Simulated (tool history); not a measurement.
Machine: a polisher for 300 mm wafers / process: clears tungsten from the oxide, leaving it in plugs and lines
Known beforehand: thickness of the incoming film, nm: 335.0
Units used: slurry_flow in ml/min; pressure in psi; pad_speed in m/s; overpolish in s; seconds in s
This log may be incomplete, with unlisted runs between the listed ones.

| run | hour | slurry_flow | pressure | pad_speed | slurry_solids | overpolish | seconds |
|---|---|---|---|---|---|---|---|
| 1 | 0 | 195 | 3 | 1.16 | 1 | 6 | 67.723 |
| 2 | 3.9 | 230 | 3 | 1.16 | 1 | 6 | 64.919 |
| 3 | 10.9 | 230 | 2.5 | 1.16 | 1 | 6 | 72.574 |
| 4 | 11.6 | 180 | 2.5 | 1.16 | 1 | 6 | 74.591 |
| 5 | 14 | 180 | 2.5 | 1.06 | 1 | 6 | 83.135 |
| 6 | 19.1 | 180 | 2.3 | 1.04 | 1 | 6 | 85.456 |
| 7 | 27.8 | 180 | 2.1 | 1.02 | 1 | 6 | 92.516 |
| 8 | 29.1 | 180 | 2.1 | 1.02 | 1 | 6 | 91.961 |

For run 9, what comes out?
| 9 | 30.3 | 180 | 2 | 1 | 1 | 6 | ? |

Run 9 measured seconds 98.67 s.
